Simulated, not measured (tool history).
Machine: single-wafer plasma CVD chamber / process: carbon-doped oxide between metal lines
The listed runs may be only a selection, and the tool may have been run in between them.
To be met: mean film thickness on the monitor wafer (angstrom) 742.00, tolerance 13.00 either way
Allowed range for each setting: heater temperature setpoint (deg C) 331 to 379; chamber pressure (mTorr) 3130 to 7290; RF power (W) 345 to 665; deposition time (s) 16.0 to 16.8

run,day,heater temperature setpoint (deg C),chamber pressure (mTorr),RF power (W),deposition time (s),mean film thickness on the monitor wafer (angstrom)
1,0.000,355,5210,505,16.8,826.78
2,0.221,355,5210,575,16.8,881.47
3,0.575,355,4540,575,16.8,868.37
4,0.629,355,3650,575,16.8,846.65
5,0.762,351,3650,575,16.8,855.65
6,1.021,354,3500,550,16.7,818.04
7,1.075,357,3390,535,16.7,808.38
8,1.267,357,3340,515,16.6,783.81
9,1.412,358,3280,505,16.6,774.35

Pick the move, out of 5, that brings all results within their allowed miss; only one does.
A,1.558,360,3630,535,16.8,?
B,1.558,360,3160,570,16.5,?
C,1.558,357,3130,415,16.7,?
D,1.558,356,3480,450,16.7,?
E,1.558,361,3130,460,16.1,?

move,mean film thickness on the monitor wafer (angstrom)
A,807.85
B,808.30
C,704.84
D,743.56
E,709.63
A: misses by more than the last run did
B: misses by more than the last run did
C: pushes the last run's worst result past its target
D: meets every target
E: pushes the last run's worst result past its target
The move that meets every target is D.
